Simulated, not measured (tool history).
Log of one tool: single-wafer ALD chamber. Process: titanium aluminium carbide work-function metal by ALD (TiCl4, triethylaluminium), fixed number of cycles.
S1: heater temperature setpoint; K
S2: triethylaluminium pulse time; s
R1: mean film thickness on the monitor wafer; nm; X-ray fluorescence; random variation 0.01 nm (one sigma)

run	hour	S1	S2	R1
1	0.0	563.15	15.43	1.9341
2	3.3	563.15	12.96	1.9167
3	6.1	558.15	12.38	1.8817
4	8.4	558.15	9.12	1.8490
5	13.8	564.15	9.12	1.9363
6	16.9	560.15	9.04	1.8704

Run 7 comes next. What will it give?
7	21.7	557.15	8.82	?

{"run 7": {"R1": 1.8217}}
